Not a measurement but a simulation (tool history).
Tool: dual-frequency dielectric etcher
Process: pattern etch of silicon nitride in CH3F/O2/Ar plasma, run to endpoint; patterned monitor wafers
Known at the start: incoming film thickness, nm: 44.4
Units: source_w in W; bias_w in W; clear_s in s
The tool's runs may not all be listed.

run,hour,source_w,bias_w,clear_s
1,0,410,75,65.825
2,2.3,430,77,63.902
3,5,470,77,61.656
4,8.4,470,66,64.824
5,9.4,490,68,62.891
6,11.3,500,70,61.935

Forecast run 7:
# hour 18.1: wet clean of the chamber
7,18.1,500,70,?

Run 7 gave clear_s 64.025 s.
